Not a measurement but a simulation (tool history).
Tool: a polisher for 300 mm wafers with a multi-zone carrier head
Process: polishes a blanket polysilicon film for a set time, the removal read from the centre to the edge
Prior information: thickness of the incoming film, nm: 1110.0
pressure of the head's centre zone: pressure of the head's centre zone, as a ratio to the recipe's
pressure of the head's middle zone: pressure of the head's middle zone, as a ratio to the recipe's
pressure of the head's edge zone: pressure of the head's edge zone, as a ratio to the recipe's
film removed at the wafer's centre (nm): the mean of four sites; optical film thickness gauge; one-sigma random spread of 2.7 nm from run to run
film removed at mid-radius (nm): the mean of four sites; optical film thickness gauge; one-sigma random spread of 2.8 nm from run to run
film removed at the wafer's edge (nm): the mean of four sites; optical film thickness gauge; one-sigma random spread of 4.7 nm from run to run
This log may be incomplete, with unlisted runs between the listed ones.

run  hour  flow of slurry (ml/min)  pressure of the head's centre zone  pressure of the head's middle zone  pressure of the head's edge zone  polishing time (s)  film removed at the wafer's centre (nm)  film removed at mid-radius (nm)  film removed at the wafer's edge (nm)
  1     0                      155                                   1                                   1                                 1                  86                                    427.8                           454.71                                 426.41
  2   6.5                      185                                   1                                   1                                 1                  86                                   436.61                           464.83                                 435.27
  3  11.2                      175                                1.01                                0.95                              0.97                  82                                   417.12                           420.68                                 408.29
  4  13.9                      175                                1.01                                0.95                              0.91                  82                                    419.1                           421.71                                  397.1
  5  20.4                      165                                1.02                                0.91                              0.89                  79                                   401.17                           386.46                                 390.24
  6  27.5                      170                                1.04                                 0.9                              0.88                  75                                   390.91                           363.06                                 358.66
  7  28.3                      165                                1.05                                0.89                              0.87                  74                                   385.97                           354.32                                 349.71
  8  34.5                      155                                1.06                                0.87                              0.86                  73                                   380.89                           339.64                                 335.37

Forecast run 9:
  9  39.6                      150                                1.06                                0.85                              0.87                  73                                        ?                                ?                                      ?

Run 9 yielded film removed at the wafer's centre (nm) 374.11, film removed at mid-radius (nm) 328.09, film removed at the wafer's edge (nm) 343.91.
